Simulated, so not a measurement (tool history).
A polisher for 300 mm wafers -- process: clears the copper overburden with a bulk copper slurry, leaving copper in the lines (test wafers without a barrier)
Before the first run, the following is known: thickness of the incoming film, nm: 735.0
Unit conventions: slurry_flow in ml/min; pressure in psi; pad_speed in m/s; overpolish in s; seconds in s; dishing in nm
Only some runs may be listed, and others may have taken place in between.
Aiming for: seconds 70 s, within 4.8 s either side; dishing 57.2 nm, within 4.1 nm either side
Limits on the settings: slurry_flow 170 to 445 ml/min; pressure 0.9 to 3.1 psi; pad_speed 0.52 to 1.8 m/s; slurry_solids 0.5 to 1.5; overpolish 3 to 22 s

Run 1, hour 0: slurry_flow 285 ml/min, pressure 2 psi, pad_speed 1.16 m/s, slurry_solids 1, overpolish 11 s. Result: seconds 124.16 s, dishing 40.646 nm.
Run 2, hour 0.7: slurry_flow 285 ml/min, pressure 1.5 psi, pad_speed 1.16 m/s, slurry_solids 1, overpolish 11 s. Result: seconds 166.13 s, dishing 32.263 nm.
Run 3, hour 2.6: slurry_flow 285 ml/min, pressure 1.8 psi, pad_speed 1.18 m/s, slurry_solids 1, overpolish 11 s. Result: seconds 134.9 s, dishing 37.618 nm.
Run 4, hour 3.5: slurry_flow 285 ml/min, pressure 2 psi, pad_speed 1.2 m/s, slurry_solids 1, overpolish 11 s. Result: seconds 119.39 s, dishing 42.329 nm.
Run 5, hour 4.8: slurry_flow 285 ml/min, pressure 2 psi, pad_speed 1.2 m/s, slurry_solids 1.2, overpolish 11 s. Result: seconds 113.69 s, dishing 44.537 nm.
Run 6, hour 6.5: slurry_flow 285 ml/min, pressure 2 psi, pad_speed 1.2 m/s, slurry_solids 1.2, overpolish 8 s. Result: seconds 114.43 s, dishing 34.299 nm.
Run 7, hour 7.5: slurry_flow 285 ml/min, pressure 2.2 psi, pad_speed 1.2 m/s, slurry_solids 1.2, overpolish 8 s. Result: seconds 104.96 s, dishing 37.218 nm.
Run 8, hour 9.6: slurry_flow 285 ml/min, pressure 2.4 psi, pad_speed 1.2 m/s, slurry_solids 1.2, overpolish 8 s. Result: seconds 96.554 s, dishing 39.343 nm.
Run 9, hour 12.3: slurry_flow 285 ml/min, pressure 2.5 psi, pad_speed 1.22 m/s, slurry_solids 1.2, overpolish 8 s. Result: seconds 86.444 s, dishing 43.448 nm.
Run 10, hour 13: slurry_flow 285 ml/min, pressure 2.6 psi, pad_speed 1.22 m/s, slurry_solids 1.2, overpolish 8 s. Result: seconds 89.483 s, dishing 43.576 nm.
Run 11, hour 18.1: slurry_flow 285 ml/min, pressure 2.7 psi, pad_speed 1.24 m/s, slurry_solids 1.2, overpolish 8 s. Result: seconds 84.17 s, dishing 42.982 nm.
Run 12, hour 26.8: slurry_flow 285 ml/min, pressure 2.8 psi, pad_speed 1.26 m/s, slurry_solids 1.2, overpolish 9 s. Result: seconds 77.723 s, dishing 49.657 nm.
Run 13, hour 28.4: slurry_flow 285 ml/min, pressure 2.9 psi, pad_speed 1.26 m/s, slurry_solids 1.2, overpolish 9 s. Result: seconds 75.446 s, dishing 52.275 nm.
Run 14, hour 31.9: slurry_flow 285 ml/min, pressure 3 psi, pad_speed 1.26 m/s, slurry_solids 1.2, overpolish 9 s. Result: seconds 72.046 s, dishing 52.787 nm.

Of the 4 settings listed for the next run, only one would bring every result within its allowed miss of target. Which one?
Run A, hour 35.4: slurry_flow 290 ml/min, pressure 3.1 psi, pad_speed 1.24 m/s, slurry_solids 1.25, overpolish 10 s. Result: seconds ?, dishing ?.
Run B, hour 35.4: slurry_flow 290 ml/min, pressure 3.1 psi, pad_speed 1.42 m/s, slurry_solids 1.4, overpolish 6 s. Result: seconds ?, dishing ?.
Run C, hour 35.4: slurry_flow 315 ml/min, pressure 3 psi, pad_speed 1.16 m/s, slurry_solids 1.15, overpolish 11 s. Result: seconds ?, dishing ?.
Run D, hour 35.4: slurry_flow 310 ml/min, pressure 2.8 psi, pad_speed 1.16 m/s, slurry_solids 1.3, overpolish 10 s. Result: seconds ?, dishing ?.

move  seconds  dishing
   A   71.345   56.266
   B   60.933   44.841
   C   79.505   55.655
   D   82.853   50.872
A: hits every target within its allowed miss
B: moves away from the targets compared with the last run
C: brings the result that was furthest off to its target, and leaves another outside
D: moves away from the targets compared with the last run
Answer: A

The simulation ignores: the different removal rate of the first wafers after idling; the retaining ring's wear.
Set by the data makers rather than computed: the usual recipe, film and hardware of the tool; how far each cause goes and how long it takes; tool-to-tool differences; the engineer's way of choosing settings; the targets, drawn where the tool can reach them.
